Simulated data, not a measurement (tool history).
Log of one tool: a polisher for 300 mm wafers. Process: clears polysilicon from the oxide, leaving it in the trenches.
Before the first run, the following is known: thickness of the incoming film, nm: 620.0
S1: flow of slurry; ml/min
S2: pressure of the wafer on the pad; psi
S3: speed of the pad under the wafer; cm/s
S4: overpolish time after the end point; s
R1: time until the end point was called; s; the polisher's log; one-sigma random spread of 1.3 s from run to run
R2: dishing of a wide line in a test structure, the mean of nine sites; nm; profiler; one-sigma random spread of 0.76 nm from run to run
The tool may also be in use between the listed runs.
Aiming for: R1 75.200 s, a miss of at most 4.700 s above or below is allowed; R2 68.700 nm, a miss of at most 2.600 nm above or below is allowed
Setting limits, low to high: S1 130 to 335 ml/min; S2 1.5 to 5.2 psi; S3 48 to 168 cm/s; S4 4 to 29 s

Run 1, hour 0.0: S1 215 ml/min, S2 3.3 psi, S3 108 cm/s, S4 15 s. Result: R1 38.604 s, R2 85.606 nm.
Run 2, hour 5.8: S1 215 ml/min, S2 2.9 psi, S3 104 cm/s, S4 14 s. Result: R1 43.298 s, R2 83.823 nm.
Run 3, hour 10.5: S1 215 ml/min, S2 2.9 psi, S3 104 cm/s, S4 11 s. Result: R1 43.318 s, R2 74.954 nm.
Run 4, hour 12.3: S1 215 ml/min, S2 2.3 psi, S3 104 cm/s, S4 11 s. Result: R1 48.660 s, R2 71.914 nm.
Run 5, hour 14.4: S1 215 ml/min, S2 1.8 psi, S3 104 cm/s, S4 11 s. Result: R1 53.014 s, R2 69.232 nm.
Run 6, hour 22.8: S1 215 ml/min, S2 1.7 psi, S3 96 cm/s, S4 12 s. Result: R1 60.524 s, R2 67.842 nm.
Run 7, hour 31.7: S1 210 ml/min, S2 1.5 psi, S3 80 cm/s, S4 17 s. Result: R1 77.766 s, R2 72.704 nm.
Run 8, hour 35.1: S1 210 ml/min, S2 1.6 psi, S3 80 cm/s, S4 13 s. Result: R1 75.448 s, R2 61.999 nm.

Which of these 4 next moves meets every target?
Run A, hour 38.5: S1 235 ml/min, S2 1.7 psi, S3 78 cm/s, S4 13 s. Result: R1 ?, R2 ?.
Run B, hour 38.5: S1 240 ml/min, S2 1.6 psi, S3 74 cm/s, S4 14 s. Result: R1 ?, R2 ?.
Run C, hour 38.5: S1 210 ml/min, S2 1.5 psi, S3 82 cm/s, S4 15 s. Result: R1 ?, R2 ?.
Run D, hour 38.5: S1 180 ml/min, S2 1.9 psi, S3 68 cm/s, S4 13 s. Result: R1 ?, R2 ?.

move      R1      R2
   A  71.622  64.557
   B  77.120  64.562
   C  72.961  68.782
   D  80.495  60.520
A: closes in on the targets versus the last run, not all within tolerance yet
B: closes in on the targets versus the last run, not all within tolerance yet
C: all results land within tolerance of their targets
D: misses by more than the last run did
Correct choice: C, which meets every target
